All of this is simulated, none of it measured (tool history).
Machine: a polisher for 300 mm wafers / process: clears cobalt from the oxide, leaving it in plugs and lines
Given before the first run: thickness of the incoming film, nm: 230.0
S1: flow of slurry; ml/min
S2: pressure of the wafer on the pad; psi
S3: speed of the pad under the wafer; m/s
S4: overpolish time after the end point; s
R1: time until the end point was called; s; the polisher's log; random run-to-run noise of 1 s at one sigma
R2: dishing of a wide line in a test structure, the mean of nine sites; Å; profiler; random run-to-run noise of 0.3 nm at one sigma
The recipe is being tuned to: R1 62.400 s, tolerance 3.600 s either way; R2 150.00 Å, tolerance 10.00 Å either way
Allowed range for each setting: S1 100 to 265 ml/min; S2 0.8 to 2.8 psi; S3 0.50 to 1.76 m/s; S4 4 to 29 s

| run | hour | S1 | S2 | S3 | S4 | R1 | R2 |
|---|---|---|---|---|---|---|---|
| 1 | 0.0 | 170 | 1.8 | 1.12 | 15 | 51.477 | 238.56 |
| 2 | 8.6 | 135 | 1.8 | 1.12 | 15 | 53.043 | 226.66 |
| 3 | 16.7 | 125 | 1.7 | 1.12 | 12 | 57.309 | 208.66 |
| 4 | 25.1 | 100 | 1.7 | 1.12 | 12 | 61.479 | 205.89 |
| 5 | 29.0 | 100 | 1.7 | 0.92 | 12 | 72.681 | 192.24 |
| 6 | 31.8 | 120 | 1.7 | 0.92 | 12 | 71.407 | 199.29 |
| 7 | 37.2 | 120 | 1.7 | 0.92 | 12 | 68.610 | 194.25 |
| 8 | 43.5 | 125 | 1.9 | 0.82 | 10 | 71.363 | 167.25 |
| 9 | 46.6 | 130 | 2.0 | 0.82 | 10 | 68.281 | 176.73 |
| 10 | 53.9 | 135 | 2.1 | 0.82 | 9 | 63.725 | 173.89 |

Consider the 5 candidate settings below. Which is the only one whose results all fall within their allowed miss of target?
| A | 61.2 | 140 | 2.2 | 0.76 | 12 | ? | ? |
| B | 61.2 | 140 | 2.1 | 0.84 | 10 | ? | ? |
| C | 61.2 | 140 | 2.0 | 0.86 | 7 | ? | ? |
| D | 61.2 | 130 | 2.1 | 0.94 | 9 | ? | ? |
| E | 61.2 | 120 | 2.0 | 0.90 | 10 | ? | ? |

| move | R1 | R2 |
|---|---|---|
| A | 65.383 | 199.90 |
| B | 61.702 | 187.69 |
| C | 62.752 | 150.58 |
| D | 56.285 | 186.20 |
| E | 62.249 | 186.78 |
A: its largest miss is bigger than the last run's
B: its largest miss is bigger than the last run's
C: all results in spec
D: its largest miss is bigger than the last run's
E: its largest miss is bigger than the last run's
Answer: C

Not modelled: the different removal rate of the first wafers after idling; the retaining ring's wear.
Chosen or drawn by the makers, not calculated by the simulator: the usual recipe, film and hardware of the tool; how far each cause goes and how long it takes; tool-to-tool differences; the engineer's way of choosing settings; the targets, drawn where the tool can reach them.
